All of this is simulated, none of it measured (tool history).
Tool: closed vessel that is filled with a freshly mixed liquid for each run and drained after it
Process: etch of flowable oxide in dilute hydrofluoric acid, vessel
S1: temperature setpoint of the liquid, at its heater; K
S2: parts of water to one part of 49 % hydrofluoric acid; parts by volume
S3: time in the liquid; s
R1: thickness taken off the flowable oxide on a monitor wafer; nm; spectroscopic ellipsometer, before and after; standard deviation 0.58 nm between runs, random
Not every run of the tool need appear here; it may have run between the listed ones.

Run 1, day 0: S1 297.15 K, S2 50 parts by volume, S3 90 s. Result: R1 62.494 nm.
Run 2, day 0.142: S1 299.15 K, S2 50 parts by volume, S3 90 s. Result: R1 68.314 nm.
Run 3, day 0.2: S1 300.15 K, S2 50 parts by volume, S3 90 s. Result: R1 71.089 nm.
Run 4, day 0.246: S1 300.15 K, S2 35 parts by volume, S3 90 s. Result: R1 103.68 nm.
Run 5, day 0.508: S1 298.15 K, S2 35 parts by volume, S3 90 s. Result: R1 95.732 nm.
At day 0.804: thermometer replaced.
Run 6, day 0.804: S1 299.65 K, S2 35 parts by volume, S3 90 s. Result: R1 112.77 nm.

Run 7 is up next; what results do you expect?
Run 7, day 0.992: S1 295.65 K, S2 35 parts by volume, S3 90 s. Result: R1 ?.

Run 7 gave R1 94.586 nm.

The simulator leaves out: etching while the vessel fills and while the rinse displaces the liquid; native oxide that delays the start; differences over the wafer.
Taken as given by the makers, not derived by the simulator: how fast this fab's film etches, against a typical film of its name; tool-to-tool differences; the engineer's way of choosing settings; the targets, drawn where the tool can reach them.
